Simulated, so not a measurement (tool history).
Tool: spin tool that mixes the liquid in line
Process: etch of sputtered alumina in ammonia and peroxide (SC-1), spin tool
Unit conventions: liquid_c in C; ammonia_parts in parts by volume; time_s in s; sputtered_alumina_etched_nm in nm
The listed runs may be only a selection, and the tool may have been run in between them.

Run 1, day 0.000: liquid_c 54.0 C, ammonia_parts 0.45 parts by volume, time_s 140 s. Result: sputtered_alumina_etched_nm 12.8780 nm.
Run 2, day 0.125: liquid_c 54.0 C, ammonia_parts 0.40 parts by volume, time_s 140 s. Result: sputtered_alumina_etched_nm 12.8820 nm.
Run 3, day 0.171: liquid_c 47.0 C, ammonia_parts 0.40 parts by volume, time_s 140 s. Result: sputtered_alumina_etched_nm 8.7756 nm.
Run 4, day 0.325: liquid_c 49.0 C, ammonia_parts 0.40 parts by volume, time_s 140 s. Result: sputtered_alumina_etched_nm 9.7159 nm.
Run 5, day 0.592: liquid_c 49.0 C, ammonia_parts 0.55 parts by volume, time_s 140 s. Result: sputtered_alumina_etched_nm 9.9570 nm.
Run 6, day 0.704: liquid_c 50.5 C, ammonia_parts 0.55 parts by volume, time_s 140 s. Result: sputtered_alumina_etched_nm 11.0000 nm.
Run 7, day 0.896: liquid_c 58.5 C, ammonia_parts 0.55 parts by volume, time_s 140 s. Result: sputtered_alumina_etched_nm 16.7660 nm.
Run 8, day 1.238: liquid_c 59.0 C, ammonia_parts 0.55 parts by volume, time_s 140 s. Result: sputtered_alumina_etched_nm 17.4030 nm.
Run 9, day 1.321: liquid_c 59.5 C, ammonia_parts 0.55 parts by volume, time_s 140 s. Result: sputtered_alumina_etched_nm 17.6840 nm.
Run 10, day 1.554: liquid_c 60.0 C, ammonia_parts 0.55 parts by volume, time_s 140 s. Result: sputtered_alumina_etched_nm 17.9950 nm.
Run 11, day 1.758: liquid_c 60.5 C, ammonia_parts 0.55 parts by volume, time_s 140 s. Result: sputtered_alumina_etched_nm 18.5350 nm.

Run 12 comes next. What will it give?
Run 12, day 2.104: liquid_c 61.0 C, ammonia_parts 0.55 parts by volume, time_s 140 s. Result: sputtered_alumina_etched_nm ?.

sputtered_alumina_etched_nm: 19.0370 nm

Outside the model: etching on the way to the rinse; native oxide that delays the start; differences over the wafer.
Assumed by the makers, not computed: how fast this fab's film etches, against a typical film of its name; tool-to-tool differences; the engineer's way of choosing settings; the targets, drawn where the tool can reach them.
